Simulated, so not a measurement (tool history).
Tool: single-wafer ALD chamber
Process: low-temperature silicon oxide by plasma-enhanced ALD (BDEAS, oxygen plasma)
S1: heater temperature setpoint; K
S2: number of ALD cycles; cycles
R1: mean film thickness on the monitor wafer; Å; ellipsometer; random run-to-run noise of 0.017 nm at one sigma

run 1 hour=0.0 | S1=373.15 S2=35 | R1=49.304
run 2 hour=6.0 | S1=371.15 S2=36 | R1=51.160
run 3 hour=8.9 | S1=375.15 S2=36 | R1=50.723
run 4 hour=17.9 | S1=375.15 S2=40 | R1=56.252
run 5 hour=19.5 | S1=372.15 S2=41 | R1=58.082
run 6 hour=20.2 | S1=379.15 S2=41 | R1=57.288
run 7 hour=22.2 | S1=379.15 S2=41 | R1=57.376

Predict the results of run 8:
run 8 hour=28.6 | S1=377.15 S2=42 | R1=?

R1: 58.850 Å
